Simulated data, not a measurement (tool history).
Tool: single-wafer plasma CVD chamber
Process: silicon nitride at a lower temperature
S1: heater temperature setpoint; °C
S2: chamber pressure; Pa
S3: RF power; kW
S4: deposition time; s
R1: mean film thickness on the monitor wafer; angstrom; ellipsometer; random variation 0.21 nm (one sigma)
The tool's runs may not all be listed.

| run | hour | S1 | S2 | S3 | S4 | R1 |
|---|---|---|---|---|---|---|
| 1 | 0.0 | 365 | 251 | 0.360 | 27.5 | 399.30 |
| 2 | 5.3 | 365 | 261 | 0.375 | 27.6 | 420.72 |
| 3 | 11.8 | 370 | 261 | 0.375 | 27.6 | 416.21 |
| 4 | 17.6 | 370 | 273 | 0.385 | 27.6 | 432.30 |
| 5 | 25.5 | 370 | 273 | 0.345 | 27.6 | 394.01 |
| 6 | 28.9 | 370 | 273 | 0.375 | 27.6 | 419.83 |
| 7 | 34.9 | 370 | 283 | 0.385 | 27.6 | 432.55 |

The next listed run, before its measurement:
| 8 | 38.3 | 370 | 289 | 0.395 | 27.6 | ? |

{"run 8": {"R1": 444.89}}

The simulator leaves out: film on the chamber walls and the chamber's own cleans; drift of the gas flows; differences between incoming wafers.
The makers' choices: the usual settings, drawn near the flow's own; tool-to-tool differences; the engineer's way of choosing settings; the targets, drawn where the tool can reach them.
